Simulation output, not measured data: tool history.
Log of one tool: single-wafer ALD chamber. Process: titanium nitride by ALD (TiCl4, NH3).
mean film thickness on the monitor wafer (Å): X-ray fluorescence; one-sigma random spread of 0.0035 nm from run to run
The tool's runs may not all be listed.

run,hour,heater temperature setpoint (K),number of ALD cycles (cycles),NH3 pulse time (s),mean film thickness on the monitor wafer (Å)
1,0,663.15,48,2.38,10.974
2,4.3,658.15,48,2.38,10.916
3,9.5,663.15,48,2.38,10.875
4,13.4,664.15,48,2.18,10.832
5,19.2,664.15,46,2.18,10.382
6,25.9,664.15,46,2.18,10.427
7,30.4,664.15,46,2.11,10.397
8,36.8,664.15,46,2.05,10.349
9,44.9,664.15,46,2.01,10.378

What does the tool deliver on the next run?
10,53.9,654.15,46,1.25,?

Run 10 produced mean film thickness on the monitor wafer (Å) 9.9379.
